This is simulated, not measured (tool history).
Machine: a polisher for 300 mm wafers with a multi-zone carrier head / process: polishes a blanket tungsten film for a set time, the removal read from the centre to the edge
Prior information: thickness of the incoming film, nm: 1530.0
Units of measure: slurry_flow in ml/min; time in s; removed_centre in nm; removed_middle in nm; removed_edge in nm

Run 1, day 0: slurry_flow 250 ml/min, centre_zone 1, middle_zone 1, edge_zone 1, slurry_solids 1, time 71 s. Result: removed_centre 242.67 nm, removed_middle 240.84 nm, removed_edge 247.77 nm.
Run 2, day 0.204: slurry_flow 275 ml/min, centre_zone 1, middle_zone 1, edge_zone 1, slurry_solids 1, time 71 s. Result: removed_centre 246.25 nm, removed_middle 243.46 nm, removed_edge 241.36 nm.
Run 3, day 0.4: slurry_flow 275 ml/min, centre_zone 1, middle_zone 0.97, edge_zone 1, slurry_solids 1, time 71 s. Result: removed_centre 243.71 nm, removed_middle 235.4 nm, removed_edge 246.51 nm.
Run 4, day 0.567: slurry_flow 265 ml/min, centre_zone 0.99, middle_zone 1.02, edge_zone 1.02, slurry_solids 1.15, time 72 s. Result: removed_centre 255.3 nm, removed_middle 259.67 nm, removed_edge 260.58 nm.
Run 5, day 0.804: slurry_flow 265 ml/min, centre_zone 0.99, middle_zone 1.06, edge_zone 1.04, slurry_solids 1.25, time 72 s. Result: removed_centre 258.43 nm, removed_middle 276.63 nm, removed_edge 268.43 nm.
Run 6, day 0.9: slurry_flow 265 ml/min, centre_zone 1.01, middle_zone 1.09, edge_zone 1.06, slurry_solids 1.3, time 72 s. Result: removed_centre 272.82 nm, removed_middle 283.39 nm, removed_edge 273.39 nm.
Run 7, day 1.258: slurry_flow 275 ml/min, centre_zone 1, middle_zone 1.12, edge_zone 1.07, slurry_solids 1.35, time 72 s. Result: removed_centre 271.7 nm, removed_middle 297.47 nm, removed_edge 283.67 nm.

Expected results for the next run?
Run 8, day 1.633: slurry_flow 330 ml/min, centre_zone 1.04, middle_zone 1.19, edge_zone 1.05, slurry_solids 1.45, time 72 s. Result: removed_centre ?, removed_middle ?, removed_edge ?.

removed_centre: 301.2 nm
removed_middle: 323.12 nm
removed_edge: 291.27 nm

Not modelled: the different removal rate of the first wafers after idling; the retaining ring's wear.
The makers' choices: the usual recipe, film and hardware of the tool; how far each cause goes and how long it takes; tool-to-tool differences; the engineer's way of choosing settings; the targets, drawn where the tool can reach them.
